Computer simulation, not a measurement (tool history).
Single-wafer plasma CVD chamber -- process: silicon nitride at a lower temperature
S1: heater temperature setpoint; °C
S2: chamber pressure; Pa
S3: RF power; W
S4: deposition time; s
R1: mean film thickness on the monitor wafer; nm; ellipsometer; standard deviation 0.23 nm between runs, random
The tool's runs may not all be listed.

run,day,S1,S2,S3,S4,R1
1,0.000,335,233,390,33.3,52.021
2,0.142,345,233,390,33.3,51.866
3,0.375,345,225,385,33.3,50.495
4,0.658,345,225,405,33.3,52.326
5,0.967,345,217,400,33.3,51.200
6,1.167,345,217,400,33.3,51.950
7,1.338,345,212,390,33.3,50.181
8,1.450,345,205,385,33.3,49.489

Run 9, settings as shown, results not yet in. Your forecast:
9,1.725,345,199,380,33.3,?

R1: 48.616 nm
